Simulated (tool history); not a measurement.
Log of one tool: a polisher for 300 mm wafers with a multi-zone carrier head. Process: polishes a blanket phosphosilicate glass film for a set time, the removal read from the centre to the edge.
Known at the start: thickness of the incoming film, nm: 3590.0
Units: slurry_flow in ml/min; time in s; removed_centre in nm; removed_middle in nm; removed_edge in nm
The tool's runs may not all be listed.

run	hour	slurry_flow	centre_zone	middle_zone	edge_zone	slurry_solids	time	removed_centre	removed_middle	removed_edge
1	0.0	315	1.00	1.00	1.00	1.00	31	258.62	266.92	270.22
2	7.6	315	0.94	1.00	1.00	1.00	31	243.85	265.79	272.01
3	10.5	315	0.94	0.94	1.00	1.00	31	241.02	253.69	273.81
4	17.6	305	0.93	0.97	0.94	0.95	31	235.24	256.75	257.51
5	24.1	335	0.93	0.97	0.94	0.95	31	241.65	257.34	261.50
6	29.7	385	0.93	0.97	0.94	0.95	31	242.30	263.68	266.57
7	38.5	385	0.93	0.97	0.94	0.95	31	239.56	261.37	262.40
8	45.3	375	0.91	0.98	0.90	0.90	31	233.05	257.50	254.14
9	50.5	350	0.89	1.05	0.81	0.70	31	204.96	246.67	214.73
10	54.4	350	0.89	1.05	0.81	0.70	31	203.08	243.09	220.76

The next listed run, before its measurement:
# hour 56.3: slurry nozzle cleaned
11	56.3	370	0.90	1.05	0.82	0.70	31	?	?	?

Run 11 gave removed_centre 216.09 nm, removed_middle 258.54 nm, removed_edge 223.95 nm.
